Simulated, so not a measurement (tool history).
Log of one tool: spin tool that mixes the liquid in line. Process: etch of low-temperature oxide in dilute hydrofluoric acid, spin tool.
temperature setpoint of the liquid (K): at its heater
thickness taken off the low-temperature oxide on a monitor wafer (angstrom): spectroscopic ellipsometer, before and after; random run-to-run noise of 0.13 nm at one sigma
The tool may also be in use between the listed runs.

run  hour  temperature setpoint of the liquid (K)  parts of water to one part of 49 % hydrofluoric acid (parts by volume)  time under the liquid (s)  thickness taken off the low-temperature oxide on a monitor wafer (angstrom)
  1   0.0                                  297.15                                                                     170                         90                                                                       69.208
  2   5.2                                  299.65                                                                     130                         90                                                                      104.090
  3  12.9                                  297.15                                                                     130                         90                                                                       95.860
  4  21.1                                  298.65                                                                     130                         90                                                                      100.940
  5  27.6                                  300.65                                                                     110                         90                                                                      131.720
  6  28.6                                  302.15                                                                     100                         90                                                                      156.240
  7  37.7                                  303.15                                                                      95                         90                                                                      172.790

Estimate the outcome of run 8 from the log above:
  8  39.1                                  305.15                                                                      70                         90                                                                            ?

Run 8 produced thickness taken off the low-temperature oxide on a monitor wafer (angstrom) 259.860.
